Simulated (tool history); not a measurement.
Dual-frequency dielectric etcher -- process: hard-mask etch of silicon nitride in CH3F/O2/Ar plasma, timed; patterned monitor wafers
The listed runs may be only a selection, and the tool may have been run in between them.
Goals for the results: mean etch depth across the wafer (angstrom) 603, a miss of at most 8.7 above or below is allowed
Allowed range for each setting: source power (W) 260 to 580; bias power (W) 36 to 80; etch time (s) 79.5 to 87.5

run,hour,source power (W),bias power (W),etch time (s),mean etch depth across the wafer (angstrom)
1,0,420,58,87.5,495.05
2,3.3,420,54,87.5,480.31
3,7.8,460,58,87.5,516.56
4,8.7,390,58,87.5,476
5,11.4,390,50,87.5,452.15
6,17.8,440,53,87.5,485.11
7,26,520,64,87.5,566.54
8,28.1,540,64,87.5,578.18
9,33,550,64,87.5,582.72

Exactly one of the 4 candidate moves below puts every result within its allowed miss. Which one?
A,37.9,580,73,86.5,?
B,37.9,580,73,84.5,?
C,37.9,540,73,83.5,?
D,37.9,560,67,86,?

move,mean etch depth across the wafer (angstrom)
A,618.48
B,604.18
C,577.85
D,586.03
A: pushes the last run's worst result past its target
B: every result lands within tolerance
C: moves away from the targets compared with the last run
D: closer than the last run, but not yet in spec
B is the move that brings every result within its allowed miss.
